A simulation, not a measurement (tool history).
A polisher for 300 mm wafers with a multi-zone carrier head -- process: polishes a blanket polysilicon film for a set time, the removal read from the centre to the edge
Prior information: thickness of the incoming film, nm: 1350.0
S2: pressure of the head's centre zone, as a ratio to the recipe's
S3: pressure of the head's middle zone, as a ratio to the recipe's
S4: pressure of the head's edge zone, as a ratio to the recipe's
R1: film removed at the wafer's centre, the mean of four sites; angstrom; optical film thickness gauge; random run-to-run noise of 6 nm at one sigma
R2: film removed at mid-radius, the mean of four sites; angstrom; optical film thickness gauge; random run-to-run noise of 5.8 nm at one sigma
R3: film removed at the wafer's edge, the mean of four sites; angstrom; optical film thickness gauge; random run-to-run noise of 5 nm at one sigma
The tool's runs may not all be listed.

run 1 hour=0 | flow_of_slurry_(ml/min)=225 S2=1 S3=1 S4=1 polishing_time_(s)=42 | R1=3894.6 R2=4008.4 R3=3801.1
run 2 hour=8 | flow_of_slurry_(ml/min)=225 S2=1 S3=0.92 S4=1 polishing_time_(s)=42 | R1=3833.4 R2=3659.2 R3=3766.9
run 3 hour=11.4 | flow_of_slurry_(ml/min)=165 S2=1 S3=0.92 S4=1 polishing_time_(s)=42 | R1=3641.7 R2=3510 R3=3642.6
run 4 hour=18.9 | flow_of_slurry_(ml/min)=190 S2=1.04 S3=0.99 S4=1.03 polishing_time_(s)=43 | R1=3968.3 R2=3909.5 R3=3938.1
run 5 hour=23 | flow_of_slurry_(ml/min)=135 S2=1.04 S3=0.99 S4=1.03 polishing_time_(s)=43 | R1=3600.1 R2=3595.3 R3=3687
run 6 hour=26.7 | flow_of_slurry_(ml/min)=185 S2=1.07 S3=1.04 S4=1.03 polishing_time_(s)=44 | R1=4145.5 R2=4084.1 R3=4025.9
run 7 hour=32.7 | flow_of_slurry_(ml/min)=220 S2=1.08 S3=1.08 S4=1.02 polishing_time_(s)=44 | R1=4301.6 R2=4450.8 R3=4017

Run 8 is up next; what results do you expect?
run 8 hour=40.3 | flow_of_slurry_(ml/min)=245 S2=1.11 S3=1.1 S4=1.04 polishing_time_(s)=45 | R1=? R2=? R3=?

Run 8 gave R1 4663.3 angstrom, R2 4589.9 angstrom, R3 4182 angstrom.

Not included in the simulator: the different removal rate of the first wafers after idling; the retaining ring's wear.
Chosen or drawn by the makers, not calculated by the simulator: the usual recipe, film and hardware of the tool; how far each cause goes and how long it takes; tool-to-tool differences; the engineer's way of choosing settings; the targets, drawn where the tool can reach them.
